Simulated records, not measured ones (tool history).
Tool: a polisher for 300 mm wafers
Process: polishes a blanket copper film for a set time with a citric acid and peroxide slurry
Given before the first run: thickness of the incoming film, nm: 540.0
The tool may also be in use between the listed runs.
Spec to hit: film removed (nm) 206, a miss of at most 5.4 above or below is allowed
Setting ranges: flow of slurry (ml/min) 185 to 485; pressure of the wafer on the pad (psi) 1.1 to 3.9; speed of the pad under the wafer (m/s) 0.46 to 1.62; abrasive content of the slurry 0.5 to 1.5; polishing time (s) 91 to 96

| run | hour | flow of slurry (ml/min) | pressure of the wafer on the pad (psi) | speed of the pad under the wafer (m/s) | abrasive content of the slurry | polishing time (s) | film removed (nm) |
|---|---|---|---|---|---|---|---|
| 1 | 0 | 310 | 2.5 | 1.04 | 1 | 91 | 154.89 |
| 2 | 0.8 | 310 | 2 | 1.04 | 1 | 91 | 128.66 |
| 3 | 5 | 310 | 2 | 1.04 | 1.2 | 91 | 134.19 |
| 4 | 6.8 | 310 | 2.4 | 1.04 | 1.2 | 91 | 157.46 |
| 5 | 11.2 | 315 | 2.6 | 1.04 | 1.2 | 91 | 168.78 |
| 6 | 19.7 | 315 | 2.8 | 1.04 | 1.2 | 91 | 181.52 |
| 7 | 27.1 | 315 | 2.9 | 1.04 | 1.2 | 91 | 186.81 |
| 8 | 29.2 | 315 | 3 | 1.04 | 1.2 | 91 | 192.44 |

Next run, 5 choices. One meets every target within its allowed miss, the rest don't. Which?
| A | 31.3 | 310 | 3.1 | 0.94 | 1.3 | 93 | ? |
| B | 31.3 | 275 | 3.6 | 0.92 | 1.4 | 94 | ? |
| C | 31.3 | 315 | 3 | 1.08 | 1.25 | 94 | ? |
| D | 31.3 | 315 | 3.2 | 1.06 | 1.2 | 93 | ? |
| E | 31.3 | 330 | 3.2 | 1.1 | 1.25 | 91 | ? |

| move | film removed (nm) |
|---|---|
| A | 192.72 |
| B | 222.75 |
| C | 207.57 |
| D | 213.27 |
| E | 217.21 |
A: just as far off the targets as the last run
B: the result that was furthest off in the last run now lies on the other side of its target
C: each result inside its tolerance
D: the result that was furthest off in the last run now lies on the other side of its target
E: the result that was furthest off in the last run now lies on the other side of its target
Correct choice: C, which meets every target

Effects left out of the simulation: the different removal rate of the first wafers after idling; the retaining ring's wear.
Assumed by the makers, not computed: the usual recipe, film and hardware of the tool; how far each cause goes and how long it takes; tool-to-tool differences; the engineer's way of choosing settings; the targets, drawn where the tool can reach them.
